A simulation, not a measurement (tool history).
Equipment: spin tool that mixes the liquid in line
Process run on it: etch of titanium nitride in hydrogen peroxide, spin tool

run  hour  temperature setpoint of the liquid (°C)  concentration of hydrogen peroxide in the mixed liquid (% by weight)  time under the liquid (s)  thickness taken off the titanium nitride on a monitor wafer (Å)
  1     0                                       55                                                                  17.5                        100                                                           37.563
  2     4                                     49.5                                                                  17.5                        100                                                           25.114
  3  12.6                                     49.5                                                                  17.5                         80                                                           20.109
  4  16.2                                       53                                                                  17.5                         80                                                           25.994
  5  19.2                                       53                                                                    14                         80                                                           24.731
  6  28.1                                     54.5                                                                  14.5                         80                                                           27.676
  7  29.6                                       56                                                                    15                         80                                                           31.078
  8  33.1                                       57                                                                    16                         80                                                           33.574
  9  40.8                                       58                                                                    17                         80                                                           36.462
 10  49.2                                       59                                                                    18                         80                                                           39.502
 11  54.2                                       66                                                                    22                        100                                                           82.819

Expected results for the next run?
 12  58.9                                     65.5                                                                    22                        100                                                                ?

thickness taken off the titanium nitride on a monitor wafer (Å): 79.894

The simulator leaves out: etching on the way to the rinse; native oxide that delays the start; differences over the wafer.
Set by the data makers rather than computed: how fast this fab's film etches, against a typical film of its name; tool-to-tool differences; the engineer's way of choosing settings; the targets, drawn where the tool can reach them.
